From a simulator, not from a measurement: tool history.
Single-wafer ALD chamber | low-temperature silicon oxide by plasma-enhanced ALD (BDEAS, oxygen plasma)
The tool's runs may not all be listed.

run	day	heater temperature setpoint (°C)	number of ALD cycles (cycles)	mean film thickness on the monitor wafer (Å)
1	0.000	100	39	55.685
2	0.175	96	39	56.355
3	0.250	94	41	59.628
4	0.354	94	36	51.865
5	0.721	94	34	49.069
6	0.933	85	34	51.013

Forecast run 7:
7	1.112	83	36	?

Run 7 gave mean film thickness on the monitor wafer (Å) 54.114.
